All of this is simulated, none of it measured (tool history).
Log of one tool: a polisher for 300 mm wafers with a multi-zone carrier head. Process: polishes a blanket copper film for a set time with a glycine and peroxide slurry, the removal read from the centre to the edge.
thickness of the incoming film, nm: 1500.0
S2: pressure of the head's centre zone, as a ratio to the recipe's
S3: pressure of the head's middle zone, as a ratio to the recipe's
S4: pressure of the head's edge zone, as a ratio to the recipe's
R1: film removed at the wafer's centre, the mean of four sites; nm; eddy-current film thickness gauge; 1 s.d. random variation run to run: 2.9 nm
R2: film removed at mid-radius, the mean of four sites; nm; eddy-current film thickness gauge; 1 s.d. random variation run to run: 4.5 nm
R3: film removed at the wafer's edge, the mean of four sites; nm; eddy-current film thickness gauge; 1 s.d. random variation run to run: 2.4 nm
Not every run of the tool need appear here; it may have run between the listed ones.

{"run": 1, "hour": 0.0, "flow of slurry (ml/min)": 275, "S2": 1, "S3": 1, "S4": 1, "polishing time (s)": 41, "R1": 210.55, "R2": 217.19, "R3": 209.12}
{"run": 2, "hour": 5.9, "flow of slurry (ml/min)": 275, "S2": 0.95, "S3": 1, "S4": 1, "polishing time (s)": 41, "R1": 201.46, "R2": 213.01, "R3": 207.91}
{"run": 3, "hour": 7.9, "flow of slurry (ml/min)": 275, "S2": 0.95, "S3": 1.01, "S4": 1.02, "polishing time (s)": 43, "R1": 215.66, "R2": 230.53, "R3": 225.08}
{"run": 4, "hour": 10.0, "flow of slurry (ml/min)": 275, "S2": 0.95, "S3": 1.02, "S4": 1.04, "polishing time (s)": 44, "R1": 214.55, "R2": 230.02, "R3": 230.4}
{"run": 5, "hour": 12.3, "flow of slurry (ml/min)": 280, "S2": 0.96, "S3": 1.03, "S4": 1.05, "polishing time (s)": 45, "R1": 226.18, "R2": 241.98, "R3": 237.87}
{"run": 6, "hour": 16.2, "flow of slurry (ml/min)": 280, "S2": 0.96, "S3": 1.09, "S4": 1.05, "polishing time (s)": 45, "R1": 225.9, "R2": 241.35, "R3": 235.76}
{"run": 7, "hour": 21.0, "flow of slurry (ml/min)": 285, "S2": 0.96, "S3": 1.09, "S4": 1.05, "polishing time (s)": 46, "R1": 229.32, "R2": 248.48, "R3": 245.37}
{"run": 8, "hour": 23.8, "flow of slurry (ml/min)": 290, "S2": 0.96, "S3": 1.1, "S4": 1.05, "polishing time (s)": 47, "R1": 235.61, "R2": 262.13, "R3": 253.51}

Run 9 has not been measured yet. What should we expect?
{"run": 9, "hour": 29.8, "flow of slurry (ml/min)": 300, "S2": 0.97, "S3": 1.1, "S4": 1.06, "polishing time (s)": 48, "R1": "?", "R2": "?", "R3": "?"}

{"run 9": {"R1": 244.43, "R2": 266.03, "R3": 257.85}}
